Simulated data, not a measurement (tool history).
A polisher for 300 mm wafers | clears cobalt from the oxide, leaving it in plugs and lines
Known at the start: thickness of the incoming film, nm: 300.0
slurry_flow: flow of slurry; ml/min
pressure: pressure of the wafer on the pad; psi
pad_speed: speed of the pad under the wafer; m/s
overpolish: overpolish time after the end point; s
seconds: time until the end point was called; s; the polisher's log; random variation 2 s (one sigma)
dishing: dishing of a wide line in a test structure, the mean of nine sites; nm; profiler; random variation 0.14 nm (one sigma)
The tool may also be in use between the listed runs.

run	hour	slurry_flow	pressure	pad_speed	overpolish	seconds	dishing
1	0	180	2.1	0.86	14	57.209	20.847
2	1.7	180	2.1	1.04	14	48.42	22.076
3	3	165	1.8	0.88	12	68.402	19.557
4	6.2	165	1.8	1.04	12	56.644	20.371
5	14.4	150	1.6	0.88	10	75.659	17.6
6	22.6	150	1.6	0.98	10	68.379	17.809
7	31.3	140	1.5	0.84	9	85.686	15.761
8	34.7	135	1.4	0.72	8	108.54	12.667
9	42.3	110	1.5	0.48	4	155.86	5.5019
10	44.4	110	1.5	0.48	4	157.02	5.5929
11	50.5	110	1.3	0.48	10	176.04	10.467
12	51.6	115	1.4	0.46	9	174.74	10.302
13	57.9	115	1.5	0.44	8	172.53	9.3288
14	63	115	1.5	0.44	7	170.37	8.5892
15	71.7	115	1.5	0.44	7	168.67	8.1209
16	80.4	115	1.5	0.42	6	174.15	7.0683
17	87	115	1.5	0.42	6	177.05	7.2318

The next listed run, before its measurement:
18	88.2	115	1.6	0.42	6	?	?

seconds: 165.87 s
dishing: 7.8185 nm
